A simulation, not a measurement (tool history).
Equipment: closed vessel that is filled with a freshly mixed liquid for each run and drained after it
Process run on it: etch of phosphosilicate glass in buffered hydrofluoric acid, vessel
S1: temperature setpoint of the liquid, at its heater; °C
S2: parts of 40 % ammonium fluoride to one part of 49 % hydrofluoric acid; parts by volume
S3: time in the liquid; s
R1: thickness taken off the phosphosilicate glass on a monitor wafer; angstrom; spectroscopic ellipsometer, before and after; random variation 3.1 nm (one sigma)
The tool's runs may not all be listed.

run  hour    S1  S2  S3      R1
  1   0.0  23.0   8  95  6202.9
  2   6.1  20.0   8  95  5254.4
  3  12.5  20.5   8  95  5406.1
  4  16.8  17.5   8  95  4542.9
  5  18.1  17.5   8  95  4492.7
  6  20.8  19.0   8  95  4911.2
  7  23.0  19.0   8  95  4896.5
  8  28.3  19.0   8  95  4928.8

Forecast run 9:
  9  33.5  20.0   8  95   ?

{"run 9": {"R1": 5236.6}}

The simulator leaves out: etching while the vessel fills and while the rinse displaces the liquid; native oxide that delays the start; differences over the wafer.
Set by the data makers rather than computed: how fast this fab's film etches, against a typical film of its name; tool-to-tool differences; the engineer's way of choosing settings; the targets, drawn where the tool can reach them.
